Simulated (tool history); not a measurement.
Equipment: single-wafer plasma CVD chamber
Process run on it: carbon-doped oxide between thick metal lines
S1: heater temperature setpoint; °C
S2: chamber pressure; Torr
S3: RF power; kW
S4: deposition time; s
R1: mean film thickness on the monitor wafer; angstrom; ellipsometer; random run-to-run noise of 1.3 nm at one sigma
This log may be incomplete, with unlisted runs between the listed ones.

run,day,S1,S2,S3,S4,R1
1,0,355,3.78,0.44,94,3913
2,0.104,355,3.78,0.465,94,4105.7
3,0.133,355,3.78,0.465,89,3906.9
4,0.288,359,3.78,0.465,89,3868.2
5,0.408,352,3.78,0.465,89,3930.4
6,0.7,352,3.78,0.465,89,3903.3
7,0.833,351,3.91,0.49,90,4160.1
8,1.175,351,3.97,0.51,91,4362.7
9,1.542,351,4.04,0.525,91,4470
10,1.767,351,4.1,0.54,91,4571
11,2.133,351,4.15,0.55,92,4707
12,2.192,351,4.2,0.555,92,4719.7

The next listed run, before its measurement:
13,2.562,350,4.23,0.56,92,?

Run 13 measured R1 4769.1 angstrom.

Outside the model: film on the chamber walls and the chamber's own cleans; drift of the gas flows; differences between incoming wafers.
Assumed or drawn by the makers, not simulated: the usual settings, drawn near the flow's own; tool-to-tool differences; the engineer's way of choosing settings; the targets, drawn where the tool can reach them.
